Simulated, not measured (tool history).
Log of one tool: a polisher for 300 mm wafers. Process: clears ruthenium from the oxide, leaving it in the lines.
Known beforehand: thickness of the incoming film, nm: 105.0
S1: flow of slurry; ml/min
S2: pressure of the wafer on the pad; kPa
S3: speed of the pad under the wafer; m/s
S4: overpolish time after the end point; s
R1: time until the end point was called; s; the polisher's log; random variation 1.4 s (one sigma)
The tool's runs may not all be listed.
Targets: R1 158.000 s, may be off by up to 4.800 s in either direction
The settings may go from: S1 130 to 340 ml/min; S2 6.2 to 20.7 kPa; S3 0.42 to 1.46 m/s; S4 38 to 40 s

run 1 day=0.000 | S1=220 S2=13.1 S3=0.94 S4=38 | R1=94.157
run 2 day=0.183 | S1=220 S2=12.4 S3=0.94 S4=38 | R1=101.380
run 3 day=0.292 | S1=220 S2=11.7 S3=0.94 S4=38 | R1=104.430
run 4 day=0.629 | S1=220 S2=11.0 S3=0.94 S4=38 | R1=110.430
-- day=1.000 slurry nozzle cleaned
run 5 day=1.000 | S1=220 S2=11.0 S3=1.08 S4=38 | R1=91.764
run 6 day=1.362 | S1=220 S2=13.1 S3=1.08 S4=38 | R1=79.396
run 7 day=1.492 | S1=220 S2=12.4 S3=1.06 S4=38 | R1=86.254
run 8 day=1.658 | S1=220 S2=11.7 S3=1.04 S4=38 | R1=90.329

5 next moves are on the table. One of them brings every result within its allowed miss. Which?
run A day=1.825 | S1=220 S2=6.2 S3=0.70 S4=40 | R1=?
run B day=1.825 | S1=210 S2=11.0 S3=0.84 S4=38 | R1=?
run C day=1.825 | S1=225 S2=9.7 S3=0.82 S4=38 | R1=?
run D day=1.825 | S1=225 S2=11.0 S3=0.76 S4=40 | R1=?
run E day=1.825 | S1=165 S2=15.9 S3=0.46 S4=40 | R1=?

move=A R1=213.060
move=B R1=115.790
move=C R1=130.720
move=D R1=126.330
move=E R1=157.780
A: carries the result that was furthest off beyond its target, to the other side
B: closer than the last run, but not yet in spec
C: closer than the last run, but not yet in spec
D: closer than the last run, but not yet in spec
E: each result inside its tolerance
The right move is E.

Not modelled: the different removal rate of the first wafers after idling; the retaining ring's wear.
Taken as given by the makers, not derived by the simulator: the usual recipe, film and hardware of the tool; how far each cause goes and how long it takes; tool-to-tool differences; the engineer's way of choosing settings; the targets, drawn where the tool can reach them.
